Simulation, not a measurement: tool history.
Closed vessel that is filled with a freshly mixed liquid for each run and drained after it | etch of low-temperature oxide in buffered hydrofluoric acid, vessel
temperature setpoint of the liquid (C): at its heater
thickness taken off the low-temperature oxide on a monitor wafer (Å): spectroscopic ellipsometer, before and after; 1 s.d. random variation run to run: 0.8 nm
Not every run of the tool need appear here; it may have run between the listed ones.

| run | hour | temperature setpoint of the liquid (C) | parts of 40 % ammonium fluoride to one part of 49 % hydrofluoric acid (parts by volume) | time in the liquid (s) | thickness taken off the low-temperature oxide on a monitor wafer (Å) |
|---|---|---|---|---|---|
| 1 | 0.0 | 22.0 | 21.5 | 30 | 550.24 |
| 2 | 1.9 | 20.0 | 21.5 | 30 | 511.38 |
| 3 | 6.8 | 17.0 | 21.5 | 30 | 421.47 |
| 4 | 13.9 | 17.0 | 27.0 | 30 | 359.08 |
| 5 | 19.6 | 17.0 | 27.0 | 30 | 367.76 |
| 6 | 24.3 | 17.0 | 27.0 | 30 | 358.35 |
| 7 | 32.5 | 20.5 | 25.5 | 30 | 462.63 |
| 8 | 36.1 | 23.0 | 25.0 | 30 | 536.83 |
| 9 | 43.8 | 27.0 | 23.5 | 30 | 699.82 |

Predict the results of run 10:
| 10 | 44.7 | 27.5 | 23.5 | 30 | ? |

{"run 10": {"thickness taken off the low-temperature oxide on a monitor wafer (Å)": 714.41}}

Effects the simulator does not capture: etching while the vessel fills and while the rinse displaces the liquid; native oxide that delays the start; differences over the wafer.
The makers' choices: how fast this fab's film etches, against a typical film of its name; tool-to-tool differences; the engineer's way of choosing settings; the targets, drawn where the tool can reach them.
